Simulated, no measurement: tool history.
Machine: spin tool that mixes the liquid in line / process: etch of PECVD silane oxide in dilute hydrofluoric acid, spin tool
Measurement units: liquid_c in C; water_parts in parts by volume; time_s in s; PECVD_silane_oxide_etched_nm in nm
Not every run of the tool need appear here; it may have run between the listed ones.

| run | hour | liquid_c | water_parts | time_s | PECVD_silane_oxide_etched_nm |
|---|---|---|---|---|---|
| 1 | 0.0 | 24.0 | 190 | 20 | 2.0327 |
| 2 | 8.9 | 25.0 | 190 | 20 | 2.0999 |
| 3 | 16.7 | 25.0 | 130 | 20 | 3.3050 |
| 4 | 21.4 | 25.0 | 65 | 20 | 7.1752 |
| 5 | 22.1 | 23.5 | 65 | 20 | 6.7250 |
| 6 | 27.1 | 23.5 | 65 | 20 | 6.7597 |
| 7 | 35.8 | 23.0 | 75 | 20 | 5.6506 |
| 8 | 44.3 | 22.0 | 80 | 20 | 5.0432 |
| 9 | 51.4 | 18.0 | 125 | 20 | 2.6180 |

What does the tool deliver on the next run?
| 10 | 54.3 | 18.5 | 125 | 20 | ? |

Run 10 yielded PECVD_silane_oxide_etched_nm 2.6554 nm.
